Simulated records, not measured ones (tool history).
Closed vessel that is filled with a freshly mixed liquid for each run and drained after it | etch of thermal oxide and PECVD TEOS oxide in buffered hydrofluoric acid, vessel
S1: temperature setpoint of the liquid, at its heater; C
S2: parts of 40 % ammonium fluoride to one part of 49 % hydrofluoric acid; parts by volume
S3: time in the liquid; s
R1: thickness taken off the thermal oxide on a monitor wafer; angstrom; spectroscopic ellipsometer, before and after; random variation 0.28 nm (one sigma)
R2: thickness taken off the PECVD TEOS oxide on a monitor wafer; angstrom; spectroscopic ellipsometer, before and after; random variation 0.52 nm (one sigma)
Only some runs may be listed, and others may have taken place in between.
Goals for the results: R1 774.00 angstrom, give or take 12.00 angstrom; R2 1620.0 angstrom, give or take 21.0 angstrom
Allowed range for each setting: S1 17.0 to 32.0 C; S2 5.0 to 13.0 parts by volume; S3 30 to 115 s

{"run": 1, "hour": 0.0, "S1": 25.0, "S2": 8.0, "S3": 60, "R1": 1093.4, "R2": 2294.6}
{"run": 2, "hour": 7.8, "S1": 28.5, "S2": 8.0, "S3": 60, "R1": 1324.0, "R2": 2776.9}
{"run": 3, "hour": 11.5, "S1": 28.5, "S2": 7.5, "S3": 60, "R1": 1408.5, "R2": 2974.4}
{"run": 4, "hour": 18.8, "S1": 28.5, "S2": 9.0, "S3": 60, "R1": 1161.5, "R2": 2453.7}
{"run": 5, "hour": 26.1, "S1": 28.5, "S2": 10.0, "S3": 60, "R1": 1083.9, "R2": 2290.7}
{"run": 6, "hour": 31.3, "S1": 27.0, "S2": 10.0, "S3": 60, "R1": 1002.8, "R2": 2100.0}
{"run": 7, "hour": 32.9, "S1": 25.5, "S2": 10.0, "S3": 60, "R1": 924.74, "R2": 1934.1}
{"run": 8, "hour": 38.8, "S1": 24.5, "S2": 10.0, "S3": 60, "R1": 880.3, "R2": 1846.2}
{"run": 9, "hour": 42.3, "S1": 24.0, "S2": 10.0, "S3": 60, "R1": 849.43, "R2": 1784.3}
{"run": 10, "hour": 48.3, "S1": 24.0, "S2": 10.0, "S3": 60, "R1": 849.05, "R2": 1785.4}
{"run": 11, "hour": 55.0, "S1": 23.5, "S2": 10.0, "S3": 60, "R1": 832.64, "R2": 1738.4}
{"run": 12, "hour": 61.0, "S1": 23.0, "S2": 10.0, "S3": 60, "R1": 807.0, "R2": 1696.5}
{"run": 13, "hour": 68.1, "S1": 23.0, "S2": 10.0, "S3": 60, "R1": 806.97, "R2": 1700.3}
{"run": 14, "hour": 69.9, "S1": 22.5, "S2": 10.0, "S3": 60, "R1": 786.18, "R2": 1644.6}

Below are 4 possible settings for the next run. Only one of them brings all results inside the allowed miss of their targets. Which is it?
{"run": "A", "hour": 71.7, "S1": 17.0, "S2": 9.5, "S3": 75, "R1": "?", "R2": "?"}
{"run": "B", "hour": 71.7, "S1": 27.5, "S2": 10.5, "S3": 45, "R1": "?", "R2": "?"}
{"run": "C", "hour": 71.7, "S1": 22.5, "S2": 9.5, "S3": 55, "R1": "?", "R2": "?"}
{"run": "D", "hour": 71.7, "S1": 22.5, "S2": 11.0, "S3": 65, "R1": "?", "R2": "?"}

move=A R1=745.89 R2=1565.4
move=B R1=737.48 R2=1547.7
move=C R1=744.59 R2=1562.6
move=D R1=776.46 R2=1629.5
A: the result that was furthest off in the last run now lies on the other side of its target
B: the result that was furthest off in the last run now lies on the other side of its target
C: the result that was furthest off in the last run now lies on the other side of its target
D: all results land within tolerance of their targets
The right move is D.

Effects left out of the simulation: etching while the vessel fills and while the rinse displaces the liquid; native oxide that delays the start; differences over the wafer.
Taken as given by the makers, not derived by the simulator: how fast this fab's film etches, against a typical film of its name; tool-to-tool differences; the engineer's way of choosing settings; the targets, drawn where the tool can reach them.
